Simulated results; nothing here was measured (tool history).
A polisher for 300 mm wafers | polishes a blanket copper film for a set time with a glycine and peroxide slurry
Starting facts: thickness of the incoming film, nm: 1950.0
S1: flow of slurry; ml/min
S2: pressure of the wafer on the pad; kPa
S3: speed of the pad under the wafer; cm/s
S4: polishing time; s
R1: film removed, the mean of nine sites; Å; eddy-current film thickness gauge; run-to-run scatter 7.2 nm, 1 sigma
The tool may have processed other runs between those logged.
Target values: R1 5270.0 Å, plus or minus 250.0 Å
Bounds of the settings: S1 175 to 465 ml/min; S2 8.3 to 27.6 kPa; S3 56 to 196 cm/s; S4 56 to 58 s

run,hour,S1,S2,S3,S4,R1
1,0.0,295,17.9,126,56,3024.6
2,1.6,295,20.7,132,56,3474.9
3,7.7,330,20.7,132,56,3555.0
4,9.9,330,22.8,132,56,3824.6
5,13.8,330,24.1,138,56,4272.6
6,19.2,330,24.8,142,56,4372.1
7,27.9,330,25.5,146,56,4599.1
8,29.7,330,26.2,148,56,4728.4
9,35.7,330,26.9,150,56,4960.0

Exercise: of the 4 proposed moves below, exactly one satisfies all targets within the stated allowed misses. Which move is it?
A,41.7,340,27.6,168,58,?
B,41.7,375,20.0,178,58,?
C,41.7,275,25.5,150,56,?
D,41.7,350,26.2,154,58,?

move,R1
A,5910.0
B,4679.7
C,4723.9
D,5218.2
A: pushes the last run's worst result past its target
B: its largest miss is bigger than the last run's
C: its largest miss is bigger than the last run's
D: each result inside its tolerance
Move D is the one to make.
